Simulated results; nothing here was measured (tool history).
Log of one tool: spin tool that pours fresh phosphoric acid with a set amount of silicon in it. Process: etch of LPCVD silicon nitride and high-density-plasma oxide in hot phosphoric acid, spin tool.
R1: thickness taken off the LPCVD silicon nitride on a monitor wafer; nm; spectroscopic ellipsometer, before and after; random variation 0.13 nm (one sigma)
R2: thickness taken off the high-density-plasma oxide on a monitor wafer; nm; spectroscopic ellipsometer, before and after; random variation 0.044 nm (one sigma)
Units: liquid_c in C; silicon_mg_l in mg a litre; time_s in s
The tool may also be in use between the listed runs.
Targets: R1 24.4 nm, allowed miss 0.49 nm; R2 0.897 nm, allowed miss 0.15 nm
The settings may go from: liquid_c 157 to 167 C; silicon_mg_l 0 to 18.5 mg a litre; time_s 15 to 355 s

run 1 hour=0 | liquid_c=162 silicon_mg_l=8 time_s=180 | R1=19.005 R2=0.81356
run 2 hour=1.3 | liquid_c=162.5 silicon_mg_l=10 time_s=185 | R1=19.93 R2=0.74765
run 3 hour=3 | liquid_c=162.5 silicon_mg_l=10 time_s=140 | R1=14.965 R2=0.62036
run 4 hour=4.8 | liquid_c=163 silicon_mg_l=10.5 time_s=155 | R1=16.742 R2=0.69864
run 5 hour=5.8 | liquid_c=164 silicon_mg_l=10.5 time_s=155 | R1=17.718 R2=0.71554
run 6 hour=13.7 | liquid_c=164 silicon_mg_l=6.5 time_s=155 | R1=17.433 R2=0.82664
run 7 hour=14.9 | liquid_c=164 silicon_mg_l=6.5 time_s=155 | R1=17.581 R2=0.82534
run 8 hour=16.1 | liquid_c=164.5 silicon_mg_l=8 time_s=165 | R1=18.965 R2=0.8867
run 9 hour=18.3 | liquid_c=164.5 silicon_mg_l=8 time_s=165 | R1=19.055 R2=0.86916
run 10 hour=22.1 | liquid_c=164.5 silicon_mg_l=8 time_s=165 | R1=18.98 R2=0.80774
run 11 hour=28.4 | liquid_c=165 silicon_mg_l=8.5 time_s=170 | R1=19.845 R2=0.84887
run 12 hour=32.7 | liquid_c=165.5 silicon_mg_l=9 time_s=175 | R1=20.834 R2=0.92277
run 13 hour=40.1 | liquid_c=165.5 silicon_mg_l=10 time_s=180 | R1=21.456 R2=0.96048
run 14 hour=44.6 | liquid_c=165.5 silicon_mg_l=12 time_s=185 | R1=21.782 R2=1.027
run 15 hour=45.3 | liquid_c=165 silicon_mg_l=10 time_s=190 | R1=22.186 R2=1.0406
run 16 hour=52 | liquid_c=165 silicon_mg_l=12 time_s=195 | R1=22.805 R2=0.92993
run 17 hour=55.9 | liquid_c=165 silicon_mg_l=13 time_s=195 | R1=22.908 R2=0.89162
run 18 hour=64.4 | liquid_c=165.5 silicon_mg_l=13.5 time_s=195 | R1=23.163 R2=0.933
run 19 hour=70.9 | liquid_c=165.5 silicon_mg_l=14.5 time_s=195 | R1=22.973 R2=0.88024
run 20 hour=75.1 | liquid_c=165.5 silicon_mg_l=15 time_s=195 | R1=22.99 R2=0.98886
run 21 hour=81.3 | liquid_c=165.5 silicon_mg_l=15.5 time_s=200 | R1=23.685 R2=0.9103

Which of these 5 next moves meets every target?
run A hour=87.5 | liquid_c=165 silicon_mg_l=17.5 time_s=195 | R1=? R2=?
run B hour=87.5 | liquid_c=164 silicon_mg_l=18.5 time_s=225 | R1=? R2=?
run C hour=87.5 | liquid_c=165.5 silicon_mg_l=18.5 time_s=195 | R1=? R2=?
run D hour=87.5 | liquid_c=166.5 silicon_mg_l=11.5 time_s=185 | R1=? R2=?
run E hour=87.5 | liquid_c=165 silicon_mg_l=17.5 time_s=210 | R1=? R2=?

move=A R1=22.877 R2=0.80054
move=B R1=25.543 R2=0.83613
move=C R1=23.256 R2=0.80789
move=D R1=22.796 R2=0.98173
move=E R1=24.637 R2=0.86212
A: further off than the last run
B: takes the result that was furthest off past its target
C: further off than the last run
D: further off than the last run
E: meets every target
The right move is E.
